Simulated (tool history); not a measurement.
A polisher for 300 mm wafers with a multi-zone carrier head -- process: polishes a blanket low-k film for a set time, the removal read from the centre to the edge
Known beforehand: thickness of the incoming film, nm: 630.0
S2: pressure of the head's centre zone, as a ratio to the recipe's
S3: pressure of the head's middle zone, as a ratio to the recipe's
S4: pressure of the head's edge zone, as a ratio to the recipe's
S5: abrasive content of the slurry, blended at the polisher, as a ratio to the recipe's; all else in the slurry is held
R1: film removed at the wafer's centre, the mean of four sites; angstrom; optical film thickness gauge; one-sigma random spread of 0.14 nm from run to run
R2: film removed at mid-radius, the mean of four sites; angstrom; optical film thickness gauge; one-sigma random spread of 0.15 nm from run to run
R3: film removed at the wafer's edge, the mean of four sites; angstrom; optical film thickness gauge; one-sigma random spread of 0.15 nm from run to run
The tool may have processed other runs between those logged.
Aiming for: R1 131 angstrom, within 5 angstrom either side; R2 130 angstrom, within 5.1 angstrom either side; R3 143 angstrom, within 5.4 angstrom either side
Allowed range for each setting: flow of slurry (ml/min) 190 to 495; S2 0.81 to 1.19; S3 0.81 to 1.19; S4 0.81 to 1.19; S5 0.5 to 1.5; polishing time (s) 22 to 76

{"run": 1, "hour": 0.0, "flow of slurry (ml/min)": 320, "S2": 1, "S3": 1, "S4": 1, "S5": 1, "polishing time (s)": 49, "R1": 155.04, "R2": 159.85, "R3": 158.43}
{"run": 2, "hour": 4.9, "flow of slurry (ml/min)": 260, "S2": 1, "S3": 1, "S4": 1, "S5": 1, "polishing time (s)": 49, "R1": 152.25, "R2": 153.26, "R3": 153.23}
{"run": 3, "hour": 13.8, "flow of slurry (ml/min)": 255, "S2": 0.99, "S3": 0.99, "S4": 1, "S5": 1, "polishing time (s)": 49, "R1": 150.83, "R2": 151.11, "R3": 153.83}
{"run": 4, "hour": 16.4, "flow of slurry (ml/min)": 255, "S2": 1.05, "S3": 0.99, "S4": 1, "S5": 1, "polishing time (s)": 49, "R1": 160.06, "R2": 153.14, "R3": 154.19}
{"run": 5, "hour": 20.4, "flow of slurry (ml/min)": 255, "S2": 1.05, "S3": 0.99, "S4": 1, "S5": 1, "polishing time (s)": 37, "R1": 120.85, "R2": 116.48, "R3": 116.71}
{"run": 6, "hour": 21.2, "flow of slurry (ml/min)": 265, "S2": 1.05, "S3": 0.99, "S4": 1.02, "S5": 1, "polishing time (s)": 37, "R1": 122.6, "R2": 117.34, "R3": 118.86}
{"run": 7, "hour": 27.2, "flow of slurry (ml/min)": 275, "S2": 1.05, "S3": 0.99, "S4": 1.04, "S5": 1, "polishing time (s)": 37, "R1": 122.88, "R2": 118.96, "R3": 121.94}
{"run": 8, "hour": 36.0, "flow of slurry (ml/min)": 335, "S2": 1.07, "S3": 1.01, "S4": 1.14, "S5": 1.1, "polishing time (s)": 37, "R1": 132.12, "R2": 125.4, "R3": 132.07}
{"run": 9, "hour": 39.3, "flow of slurry (ml/min)": 335, "S2": 1.06, "S3": 1.01, "S4": 1.15, "S5": 1.1, "polishing time (s)": 37, "R1": 132.19, "R2": 126.1, "R3": 134.03}
{"run": 10, "hour": 40.0, "flow of slurry (ml/min)": 335, "S2": 1.05, "S3": 1.01, "S4": 1.15, "S5": 1.1, "polishing time (s)": 37, "R1": 129.66, "R2": 126.96, "R3": 133.72}

5 candidate next runs follow, results not yet known. Just one meets every target within its allowed miss. Identify it.
{"run": "A", "hour": 40.7, "flow of slurry (ml/min)": 340, "S2": 1.13, "S3": 1.16, "S4": 1.09, "S5": 1.2, "polishing time (s)": 34, "R1": "?", "R2": "?", "R3": "?"}
{"run": "B", "hour": 40.7, "flow of slurry (ml/min)": 350, "S2": 1.04, "S3": 0.97, "S4": 1.16, "S5": 1.1, "polishing time (s)": 37, "R1": "?", "R2": "?", "R3": "?"}
{"run": "C", "hour": 40.7, "flow of slurry (ml/min)": 205, "S2": 1.12, "S3": 1.08, "S4": 1.06, "S5": 1.1, "polishing time (s)": 38, "R1": "?", "R2": "?", "R3": "?"}
{"run": "D", "hour": 40.7, "flow of slurry (ml/min)": 290, "S2": 0.98, "S3": 0.86, "S4": 1.19, "S5": 0.75, "polishing time (s)": 48, "R1": "?", "R2": "?", "R3": "?"}
{"run": "E", "hour": 40.7, "flow of slurry (ml/min)": 365, "S2": 0.99, "S3": 0.98, "S4": 1.17, "S5": 1.05, "polishing time (s)": 40, "R1": "?", "R2": "?", "R3": "?"}

move=A R1=134.16 R2=134.45 R3=122.61
move=B R1=129.75 R2=124.62 R3=133.11
move=C R1=134.44 R2=129.95 R3=125
move=D R1=129.91 R2=122.37 R3=144.37
move=E R1=131.35 R2=133.5 R3=142.02
A: its largest miss is bigger than the last run's
B: its largest miss is bigger than the last run's
C: its largest miss is bigger than the last run's
D: the worst result of the last run now meets its target, but another is out of spec
E: every result lands within tolerance
Go with E: it meets all targets.
